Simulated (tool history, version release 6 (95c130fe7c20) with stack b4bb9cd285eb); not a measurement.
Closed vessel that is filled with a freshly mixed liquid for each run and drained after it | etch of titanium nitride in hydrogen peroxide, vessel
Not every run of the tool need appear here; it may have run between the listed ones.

run  hour  temperature setpoint of the liquid (°C)  concentration of hydrogen peroxide in the mixed liquid (% by weight)  time in the liquid (s)  thickness taken off the titanium nitride on a monitor wafer (Å)
  1   0.0                                     44.0                                                                  18.5                     570                                                           85.531
  2   6.2                                     45.0                                                                  18.5                     570                                                           92.793
  3  11.3                                     38.5                                                                  18.5                     570                                                           56.675
  4  19.4                                     40.5                                                                  18.5                     570                                                           66.437
  5  24.1                                     40.5                                                                  14.5                     570                                                           62.412
  6  30.4                                     44.5                                                                  14.5                     570                                                           84.866
  7  31.6                                     45.5                                                                  14.5                     570                                                           92.471
  8  37.0                                     46.5                                                                  14.5                     570                                                           98.020
  9  40.3                                     47.5                                                                  14.5                     570                                                          106.710
 10  41.8                                     48.0                                                                  14.5                     570                                                          110.130
 11  44.1                                     48.5                                                                  14.5                     570                                                          114.560
 12  44.6                                     49.0                                                                  14.5                     570                                                          118.450

Predict the results of run 13:
 13  49.1                                     49.5                                                                  14.5                     570                                                                ?

thickness taken off the titanium nitride on a monitor wafer (Å): 123.770
